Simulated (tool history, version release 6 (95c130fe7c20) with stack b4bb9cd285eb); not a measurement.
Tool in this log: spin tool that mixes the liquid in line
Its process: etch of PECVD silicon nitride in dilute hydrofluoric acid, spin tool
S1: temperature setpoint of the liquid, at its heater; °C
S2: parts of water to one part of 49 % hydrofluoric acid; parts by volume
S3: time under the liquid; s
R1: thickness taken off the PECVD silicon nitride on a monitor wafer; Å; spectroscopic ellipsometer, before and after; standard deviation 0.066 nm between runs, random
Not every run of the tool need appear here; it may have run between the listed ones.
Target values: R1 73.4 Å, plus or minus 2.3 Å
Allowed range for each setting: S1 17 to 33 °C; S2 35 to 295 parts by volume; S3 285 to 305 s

Run 1, hour 0: S1 25 °C, S2 165 parts by volume, S3 285 s. Result: R1 55.215 Å.
Run 2, hour 5.5: S1 25 °C, S2 145 parts by volume, S3 285 s. Result: R1 64.389 Å.
Run 3, hour 8.9: S1 21.5 °C, S2 145 parts by volume, S3 285 s. Result: R1 51.373 Å.
Run 4, hour 13.1: S1 21.5 °C, S2 145 parts by volume, S3 285 s. Result: R1 51.048 Å.
Run 5, hour 14.6: S1 18.5 °C, S2 145 parts by volume, S3 285 s. Result: R1 41.625 Å.
Run 6, hour 19.1: S1 18.5 °C, S2 175 parts by volume, S3 285 s. Result: R1 34.784 Å.
Run 7, hour 20.2: S1 22 °C, S2 175 parts by volume, S3 285 s. Result: R1 43.352 Å.
Run 8, hour 22.2: S1 24.5 °C, S2 175 parts by volume, S3 285 s. Result: R1 51.436 Å.
Run 9, hour 23.2: S1 26 °C, S2 175 parts by volume, S3 285 s. Result: R1 57.157 Å.
Run 10, hour 30: S1 27 °C, S2 175 parts by volume, S3 285 s. Result: R1 59.826 Å.
Run 11, hour 38.3: S1 28 °C, S2 175 parts by volume, S3 285 s. Result: R1 64.508 Å.
Run 12, hour 41.9: S1 28 °C, S2 175 parts by volume, S3 285 s. Result: R1 65.01 Å.
Run 13, hour 43.9: S1 28.5 °C, S2 175 parts by volume, S3 285 s. Result: R1 65.89 Å.
Run 14, hour 50: S1 29 °C, S2 175 parts by volume, S3 285 s. Result: R1 68.31 Å.
Run 15, hour 55.7: S1 29.5 °C, S2 175 parts by volume, S3 285 s. Result: R1 68.851 Å.

Which of these 5 next moves meets every target?
Run A, hour 61.4: S1 26.5 °C, S2 150 parts by volume, S3 285 s. Result: R1 ?.
Run B, hour 61.4: S1 32.5 °C, S2 215 parts by volume, S3 305 s. Result: R1 ?.
Run C, hour 61.4: S1 27.5 °C, S2 175 parts by volume, S3 305 s. Result: R1 ?.
Run D, hour 61.4: S1 33 °C, S2 235 parts by volume, S3 305 s. Result: R1 ?.
Run E, hour 61.4: S1 29 °C, S2 150 parts by volume, S3 290 s. Result: R1 ?.

move      R1
   A   68.05
   B  72.666
   C  66.422
   D  68.193
   E   80.94
A: misses by more than the last run did
B: every result within its allowed miss
C: misses by more than the last run did
D: misses by more than the last run did
E: takes the biggest miss from the last run beyond its target
Correct choice: B, which meets every target
